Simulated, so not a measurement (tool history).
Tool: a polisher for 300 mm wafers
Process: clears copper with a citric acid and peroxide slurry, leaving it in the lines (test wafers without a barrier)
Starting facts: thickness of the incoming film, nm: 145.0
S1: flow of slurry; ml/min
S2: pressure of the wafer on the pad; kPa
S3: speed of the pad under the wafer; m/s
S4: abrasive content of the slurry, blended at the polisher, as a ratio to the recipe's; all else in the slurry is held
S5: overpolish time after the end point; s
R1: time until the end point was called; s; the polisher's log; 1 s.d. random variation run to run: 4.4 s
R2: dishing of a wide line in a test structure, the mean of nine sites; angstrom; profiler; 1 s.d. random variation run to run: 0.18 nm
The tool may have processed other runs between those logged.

| run | hour | S1 | S2 | S3 | S4 | S5 | R1 | R2 |
|---|---|---|---|---|---|---|---|---|
| 1 | 0 | 205 | 13.8 | 1.3 | 1 | 29 | 87.876 | 355.53 |
| 2 | 2.5 | 160 | 13.8 | 1.3 | 1 | 29 | 94.547 | 345.24 |
| 3 | 7.9 | 170 | 12.4 | 1.16 | 1 | 25 | 116.08 | 263.41 |
| 4 | 13.4 | 200 | 11 | 1.08 | 0.95 | 22 | 134.3 | 185.78 |
| 5 | 19.5 | 200 | 11 | 1.08 | 0.95 | 31 | 131.92 | 262.57 |
| 6 | 25.5 | 200 | 11 | 1 | 0.9 | 27 | 148.48 | 228 |
| 7 | 30.3 | 205 | 10.3 | 0.96 | 0.95 | 24 | 156.72 | 177.77 |

What will run 8 give?
|  | 34.4 | slurry nozzle cleaned |
| 8 | 34.4 | 210 | 9.7 | 0.92 | 0.95 | 22 | ? | ? |

Run 8 produced R1 170.33 s, R2 166.59 angstrom.
